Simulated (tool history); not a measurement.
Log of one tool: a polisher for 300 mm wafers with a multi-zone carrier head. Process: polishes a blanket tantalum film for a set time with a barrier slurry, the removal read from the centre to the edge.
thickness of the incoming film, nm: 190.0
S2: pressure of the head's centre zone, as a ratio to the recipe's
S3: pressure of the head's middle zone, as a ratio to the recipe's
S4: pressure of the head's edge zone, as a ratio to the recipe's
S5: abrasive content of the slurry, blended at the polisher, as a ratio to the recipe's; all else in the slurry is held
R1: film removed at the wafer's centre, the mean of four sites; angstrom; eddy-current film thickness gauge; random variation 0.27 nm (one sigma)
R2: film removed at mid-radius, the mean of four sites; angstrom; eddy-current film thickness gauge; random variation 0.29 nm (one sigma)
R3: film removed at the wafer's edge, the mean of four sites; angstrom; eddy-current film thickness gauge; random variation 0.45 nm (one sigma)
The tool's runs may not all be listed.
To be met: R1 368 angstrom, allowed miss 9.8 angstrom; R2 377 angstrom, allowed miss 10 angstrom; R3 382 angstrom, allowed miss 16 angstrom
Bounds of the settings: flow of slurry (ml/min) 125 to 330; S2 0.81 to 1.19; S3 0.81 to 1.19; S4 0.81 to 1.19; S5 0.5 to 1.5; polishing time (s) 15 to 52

run 1 hour=0 | flow_of_slurry_(ml/min)=210 S2=1 S3=1 S4=1 S5=1 polishing_time_(s)=33 | R1=520.93 R2=512.76 R3=501.5
run 2 hour=8.7 | flow_of_slurry_(ml/min)=260 S2=1 S3=1 S4=1 S5=1 polishing_time_(s)=33 | R1=533.16 R2=530.52 R3=507.55
run 3 hour=11.6 | flow_of_slurry_(ml/min)=260 S2=1 S3=1 S4=1 S5=1 polishing_time_(s)=40 | R1=642.16 R2=647.63 R3=626.38
run 4 hour=14 | flow_of_slurry_(ml/min)=255 S2=0.97 S3=0.97 S4=0.97 S5=0.9 polishing_time_(s)=38 | R1=572.26 R2=573.3 R3=555.26
run 5 hour=17.2 | flow_of_slurry_(ml/min)=255 S2=0.97 S3=0.97 S4=1.03 S5=0.9 polishing_time_(s)=38 | R1=567.85 R2=570.44 R3=573.67
run 6 hour=26 | flow_of_slurry_(ml/min)=250 S2=0.94 S3=0.95 S4=1 S5=0.8 polishing_time_(s)=37 | R1=501.63 R2=505.36 R3=528.81
run 7 hour=30.2 | flow_of_slurry_(ml/min)=260 S2=0.93 S3=0.94 S4=0.97 S5=0.75 polishing_time_(s)=36 | R1=467.55 R2=479.6 R3=484.57
run 8 hour=37.6 | flow_of_slurry_(ml/min)=265 S2=0.92 S3=0.92 S4=0.94 S5=0.7 polishing_time_(s)=36 | R1=447.21 R2=457.58 R3=455.24
run 9 hour=42.3 | flow_of_slurry_(ml/min)=260 S2=0.9 S3=0.9 S4=0.92 S5=0.7 polishing_time_(s)=36 | R1=437.58 R2=442.21 R3=441.1
run 10 hour=45 | flow_of_slurry_(ml/min)=250 S2=0.88 S3=0.89 S4=0.91 S5=0.7 polishing_time_(s)=36 | R1=424.5 R2=439.37 R3=443.9
run 11 hour=45.6 | flow_of_slurry_(ml/min)=250 S2=0.87 S3=0.87 S4=0.89 S5=0.65 polishing_time_(s)=36 | R1=405.82 R2=410.05 R3=408.09
run 12 hour=47.4 | flow_of_slurry_(ml/min)=235 S2=0.86 S3=0.87 S4=0.89 S5=0.65 polishing_time_(s)=36 | R1=396.59 R2=401.72 R3=412.62
run 13 hour=55.3 | flow_of_slurry_(ml/min)=225 S2=0.85 S3=0.87 S4=0.88 S5=0.65 polishing_time_(s)=36 | R1=381.79 R2=404.42 R3=415.89
run 14 hour=62.5 | flow_of_slurry_(ml/min)=225 S2=0.85 S3=0.86 S4=0.87 S5=0.65 polishing_time_(s)=36 | R1=387.37 R2=405.48 R3=414.28
run 15 hour=65.6 | flow_of_slurry_(ml/min)=225 S2=0.85 S3=0.85 S4=0.86 S5=0.65 polishing_time_(s)=36 | R1=382.61 R2=401.17 R3=408.97

4 next moves are on the table. One of them brings every result within its allowed miss. Which?
run A hour=68.7 | flow_of_slurry_(ml/min)=320 S2=0.87 S3=0.88 S4=0.91 S5=0.75 polishing_time_(s)=29 | R1=? R2=? R3=?
run B hour=68.7 | flow_of_slurry_(ml/min)=240 S2=0.98 S3=0.92 S4=0.81 S5=0.85 polishing_time_(s)=27 | R1=? R2=? R3=?
run C hour=68.7 | flow_of_slurry_(ml/min)=265 S2=0.9 S3=0.97 S4=0.81 S5=0.7 polishing_time_(s)=30 | R1=? R2=? R3=?
run D hour=68.7 | flow_of_slurry_(ml/min)=240 S2=0.91 S3=0.9 S4=0.83 S5=0.55 polishing_time_(s)=39 | R1=? R2=? R3=?

move=A R1=361.1 R2=376.68 R3=383.6
move=B R1=390.3 R2=375.69 R3=352.63
move=C R1=363.45 R2=397.95 R3=355.9
move=D R1=393.43 R2=400.87 R3=387.29
A: meets every target
B: brings the result that was furthest off to its target, and leaves another outside
C: nearer than the last run, and not there yet
D: further off than the last run
Answer: A

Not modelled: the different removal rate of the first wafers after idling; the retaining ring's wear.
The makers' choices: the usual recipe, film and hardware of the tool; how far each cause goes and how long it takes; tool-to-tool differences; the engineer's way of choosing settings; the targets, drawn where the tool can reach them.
